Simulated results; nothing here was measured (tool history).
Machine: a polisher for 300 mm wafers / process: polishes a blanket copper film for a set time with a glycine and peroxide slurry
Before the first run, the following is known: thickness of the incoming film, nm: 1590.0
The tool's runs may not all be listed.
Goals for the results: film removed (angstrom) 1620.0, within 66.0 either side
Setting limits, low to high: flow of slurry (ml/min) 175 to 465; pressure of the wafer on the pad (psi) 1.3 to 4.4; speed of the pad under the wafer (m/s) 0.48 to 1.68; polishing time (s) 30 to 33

run  hour  flow of slurry (ml/min)  pressure of the wafer on the pad (psi)  speed of the pad under the wafer (m/s)  polishing time (s)  film removed (angstrom)
  1   0.0                      295                                     2.8                                    1.08                  33                   2319.8
  2   7.2                      295                                     2.5                                    1.08                  33                   2115.5
  3   9.7                      295                                     2.9                                    1.08                  33                   2392.3
  4  14.9                      295                                     2.6                                    1.08                  33                   2173.2
  5  15.9                      295                                     2.4                                    1.08                  33                   2053.4
  6  17.8                      295                                     2.4                                    1.08                  30                   1897.7
  7  21.6                      295                                     2.4                                    1.08                  30                   1856.6
  8  30.3                      295                                     2.3                                    1.08                  30                   1807.2
  9  34.0                      295                                     2.2                                    1.08                  30                   1740.1
 10  36.7                      295                                     1.9                                    1.08                  30                   1572.9
 11  44.2                      295                                     1.9                                    1.08                  30                   1545.0

Which of these 4 next moves meets every target?
  A  51.7                      250                                     1.8                                    0.96                  30                        ?
  B  51.7                      260                                     1.8                                    1.10                  33                        ?
  C  51.7                      300                                     1.8                                    1.08                  30                        ?
  D  51.7                      255                                     1.6                                    1.08                  33                        ?

move  film removed (angstrom)
   A                   1359.1
   B                   1632.8
   C                   1485.9
   D                   1473.8
A: its largest miss is bigger than the last run's
B: in spec on every target
C: its largest miss is bigger than the last run's
D: its largest miss is bigger than the last run's
Answer: B

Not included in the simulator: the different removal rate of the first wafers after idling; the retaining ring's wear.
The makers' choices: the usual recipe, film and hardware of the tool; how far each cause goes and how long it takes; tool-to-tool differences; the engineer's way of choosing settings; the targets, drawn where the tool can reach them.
